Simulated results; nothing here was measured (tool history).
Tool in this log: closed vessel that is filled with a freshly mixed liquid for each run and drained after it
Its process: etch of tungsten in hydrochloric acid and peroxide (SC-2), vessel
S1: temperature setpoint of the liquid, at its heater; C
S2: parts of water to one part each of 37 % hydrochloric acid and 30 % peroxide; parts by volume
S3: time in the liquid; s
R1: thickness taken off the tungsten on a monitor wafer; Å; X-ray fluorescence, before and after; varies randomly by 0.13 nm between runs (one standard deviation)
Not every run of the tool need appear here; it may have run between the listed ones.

Run 1, hour 0: S1 64 C, S2 10.5 parts by volume, S3 30 s. Result: R1 131.09 Å.
Run 2, hour 5.5: S1 67 C, S2 10.5 parts by volume, S3 30 s. Result: R1 157.93 Å.
Run 3, hour 7.5: S1 60.5 C, S2 10.5 parts by volume, S3 30 s. Result: R1 105.6 Å.
Run 4, hour 11.8: S1 60.5 C, S2 10.5 parts by volume, S3 30 s. Result: R1 105.6 Å.
At hour 19.8: new drum of peroxide connected.
Run 5, hour 19.8: S1 62.5 C, S2 10.5 parts by volume, S3 30 s. Result: R1 127.71 Å.
Run 6, hour 25.7: S1 59.5 C, S2 10.5 parts by volume, S3 30 s. Result: R1 105.5 Å.
Run 7, hour 30.6: S1 61.5 C, S2 10.5 parts by volume, S3 30 s. Result: R1 121.14 Å.

The next listed run, before its measurement:
Run 8, hour 38.4: S1 63 C, S2 10.5 parts by volume, S3 30 s. Result: R1 ?.

Run 8 gave R1 131.5 Å.
